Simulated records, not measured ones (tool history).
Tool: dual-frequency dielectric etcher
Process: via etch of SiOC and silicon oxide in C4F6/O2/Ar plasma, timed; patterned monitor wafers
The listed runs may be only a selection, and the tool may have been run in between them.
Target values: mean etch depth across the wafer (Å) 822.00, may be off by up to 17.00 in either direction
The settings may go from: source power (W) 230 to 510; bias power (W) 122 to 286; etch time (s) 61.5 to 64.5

run	hour	source power (W)	bias power (W)	etch time (s)	mean etch depth across the wafer (Å)
1	0.0	370	204	61.5	725.89
2	8.4	430	204	61.5	776.87
3	16.5	460	204	61.5	799.69
4	21.3	410	204	61.5	755.70
5	24.0	410	204	61.5	757.37
# hour 28.8: source power generator calibrated
6	28.8	430	207	61.5	769.53
7	34.0	430	207	61.5	762.47
8	35.2	450	208	62.0	780.66

Below are 5 possible settings for the next run. Only one of them brings all results inside the allowed miss of their targets. Which is it?
A	36.4	390	212	64.0	?
B	36.4	400	210	64.5	?
C	36.4	420	193	62.5	?
D	36.4	430	229	63.5	?
E	36.4	440	200	61.5	?

move	mean etch depth across the wafer (Å)
A	774.08
B	786.52
C	758.67
D	821.12
E	770.16
A: further off than the last run
B: nearer the targets than the last run, but a result is still out of spec
C: further off than the last run
D: every result lands within tolerance
E: further off than the last run
Correct choice: D, which meets every target

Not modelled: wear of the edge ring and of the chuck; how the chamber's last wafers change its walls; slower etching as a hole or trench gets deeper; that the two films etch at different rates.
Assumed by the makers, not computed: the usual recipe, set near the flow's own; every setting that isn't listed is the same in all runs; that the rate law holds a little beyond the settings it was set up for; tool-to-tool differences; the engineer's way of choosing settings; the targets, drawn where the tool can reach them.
